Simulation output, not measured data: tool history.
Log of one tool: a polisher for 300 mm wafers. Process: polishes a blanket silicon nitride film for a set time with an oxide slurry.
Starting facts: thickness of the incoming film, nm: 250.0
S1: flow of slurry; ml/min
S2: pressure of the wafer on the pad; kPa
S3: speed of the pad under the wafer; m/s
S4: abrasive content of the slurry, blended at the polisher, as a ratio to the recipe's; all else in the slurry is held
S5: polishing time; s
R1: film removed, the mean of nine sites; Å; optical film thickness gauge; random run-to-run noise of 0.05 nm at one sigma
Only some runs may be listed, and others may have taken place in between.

run  hour   S1    S2    S3    S4  S5      R1
  1     0  280  18.6  0.94     1  22  92.373
  2   4.7  280  18.6  1.06     1  22  99.074
  3   9.8  280  18.6  1.06  1.15  22   108.5
  4  16.1  280  18.6  1.06  1.15  19  91.735
  5    23  280  18.6  0.96  1.15  19  84.897
  6    32  280  17.2   0.9  1.15  19  76.981
  7  36.2  270  12.4  0.64     1  19   41.91
  8    42  270  11.7  0.64     1  19  40.643

Expected results for the next run?
  9  44.7  270  11  0.64   1  19   ?

{"run 9": {"R1": 38.81}}
